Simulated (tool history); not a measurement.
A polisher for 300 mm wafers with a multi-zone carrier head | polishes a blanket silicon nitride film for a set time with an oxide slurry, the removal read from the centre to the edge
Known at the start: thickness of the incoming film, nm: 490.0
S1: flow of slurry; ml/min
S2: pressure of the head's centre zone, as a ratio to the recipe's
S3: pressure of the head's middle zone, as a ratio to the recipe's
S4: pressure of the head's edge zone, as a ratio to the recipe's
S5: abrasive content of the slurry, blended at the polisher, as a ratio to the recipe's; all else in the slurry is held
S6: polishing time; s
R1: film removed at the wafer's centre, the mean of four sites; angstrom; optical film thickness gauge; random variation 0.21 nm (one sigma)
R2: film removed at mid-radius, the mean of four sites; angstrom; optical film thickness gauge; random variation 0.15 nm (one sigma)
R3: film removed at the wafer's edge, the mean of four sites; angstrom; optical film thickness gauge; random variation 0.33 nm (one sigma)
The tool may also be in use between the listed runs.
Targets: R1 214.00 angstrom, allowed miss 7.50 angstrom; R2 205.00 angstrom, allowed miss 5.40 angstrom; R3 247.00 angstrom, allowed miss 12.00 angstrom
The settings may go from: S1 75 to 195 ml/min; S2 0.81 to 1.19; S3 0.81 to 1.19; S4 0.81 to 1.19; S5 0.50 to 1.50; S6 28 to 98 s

run,hour,S1,S2,S3,S4,S5,S6,R1,R2,R3
1,0.0,125,1.00,1.00,1.00,1.00,63,378.05,376.11,378.75
2,6.8,115,0.98,0.96,1.00,0.90,61,338.82,331.31,348.26
3,14.9,115,0.98,1.01,1.00,0.90,61,333.29,348.37,353.83
4,20.7,110,0.96,0.97,1.00,0.80,59,301.00,302.83,312.32
5,27.1,100,0.93,0.94,1.02,0.75,59,274.46,276.37,293.86
6,34.5,100,0.93,1.00,1.02,0.75,59,276.01,291.97,302.95
7,38.8,95,0.91,0.96,1.04,0.70,59,255.16,265.12,291.18
8,43.0,80,0.87,0.86,0.95,0.50,59,190.07,190.41,220.26
9,51.0,85,0.87,0.86,0.97,0.50,59,196.61,195.97,236.26
10,53.2,90,0.88,0.86,0.97,0.50,59,202.89,197.46,234.61
11,56.1,110,0.88,0.86,1.03,0.55,59,233.41,224.56,262.98
12,56.8,105,0.88,0.86,1.03,0.55,59,230.58,223.25,260.90
13,59.3,100,0.88,0.86,1.03,0.55,59,223.24,217.11,259.86
14,60.7,95,0.88,0.86,1.02,0.55,59,220.04,215.64,250.79
15,63.8,95,0.88,0.85,1.03,0.55,59,220.94,210.20,254.12

Which of these 5 next moves meets every target?
A,66.9,75,0.94,0.87,1.00,0.60,59,?,?,?
B,66.9,130,0.82,0.92,1.07,0.70,46,?,?,?
C,66.9,100,0.89,0.90,1.04,0.65,53,?,?,?
D,66.9,80,0.94,0.87,1.10,0.50,67,?,?,?
E,66.9,110,0.87,0.84,0.97,0.50,62,?,?,?

move,R1,R2,R3
A,216.71,208.03,245.70
B,206.89,220.91,239.99
C,222.48,223.62,250.57
D,228.97,218.73,264.45
E,228.45,219.33,251.93
A: meets every target
B: further off than the last run
C: further off than the last run
D: further off than the last run
E: further off than the last run
Move A is the one to make.
